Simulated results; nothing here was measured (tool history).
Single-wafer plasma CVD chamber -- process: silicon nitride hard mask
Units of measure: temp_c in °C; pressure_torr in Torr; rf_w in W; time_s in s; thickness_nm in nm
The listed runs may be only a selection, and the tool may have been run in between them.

run  hour  temp_c  pressure_torr  rf_w  time_s  thickness_nm
  1     0     385           1.74   235    60.1        61.092
  2   4.6     385           1.74   235    60.1        61.251
  3  10.9     385           1.97   235    60.1        63.547
  4  15.7     375           1.97   235    60.1        62.743
  5  23.7     375           1.97   235    60.1        64.091
  6    32     384           1.97   235    60.1        62.905

What does the tool deliver on the next run?
  7  36.6     384            1.9   225    60.1             ?

{"run 7": {"thickness_nm": 61.765}}
